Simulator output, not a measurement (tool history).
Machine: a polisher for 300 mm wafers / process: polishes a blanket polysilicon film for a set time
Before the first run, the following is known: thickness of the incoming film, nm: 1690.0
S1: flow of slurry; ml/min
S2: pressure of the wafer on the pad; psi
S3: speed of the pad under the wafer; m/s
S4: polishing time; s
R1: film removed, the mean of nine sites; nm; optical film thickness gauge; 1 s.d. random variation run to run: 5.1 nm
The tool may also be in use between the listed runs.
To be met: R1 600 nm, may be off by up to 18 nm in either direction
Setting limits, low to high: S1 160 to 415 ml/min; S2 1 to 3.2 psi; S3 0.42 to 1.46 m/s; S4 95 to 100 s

| run | hour | S1 | S2 | S3 | S4 | R1 |
|---|---|---|---|---|---|---|
| 1 | 0 | 265 | 2.1 | 0.94 | 95 | 488 |
| 2 | 7 | 270 | 2.2 | 0.94 | 95 | 509.81 |
| 3 | 8.3 | 320 | 2.2 | 0.94 | 95 | 521.81 |
| 4 | 13.5 | 320 | 2.3 | 0.94 | 95 | 552.62 |
| 5 | 22.3 | 325 | 2.3 | 0.94 | 95 | 559.28 |
| 6 | 29.3 | 335 | 2.3 | 0.94 | 95 | 543.35 |
| 7 | 31.1 | 335 | 2.3 | 0.94 | 95 | 555.87 |
| 8 | 35.2 | 340 | 2.3 | 0.94 | 95 | 557.56 |
| 9 | 39.1 | 345 | 2.3 | 0.94 | 95 | 544.71 |

Exercise: of the 4 proposed moves below, exactly one satisfies all targets within the stated allowed misses. Which move is it?
| A | 43 | 380 | 2.8 | 0.8 | 100 | ? |
| B | 43 | 415 | 2.9 | 0.62 | 100 | ? |
| C | 43 | 360 | 2.4 | 1 | 100 | ? |
| D | 43 | 300 | 2.1 | 1.16 | 100 | ? |

| move | R1 |
|---|---|
| A | 607.67 |
| B | 496.14 |
| C | 645.66 |
| D | 642.71 |
A: all results land within tolerance of their targets
B: moves away from the targets compared with the last run
C: takes the biggest miss from the last run beyond its target
D: takes the biggest miss from the last run beyond its target
A meets every target.

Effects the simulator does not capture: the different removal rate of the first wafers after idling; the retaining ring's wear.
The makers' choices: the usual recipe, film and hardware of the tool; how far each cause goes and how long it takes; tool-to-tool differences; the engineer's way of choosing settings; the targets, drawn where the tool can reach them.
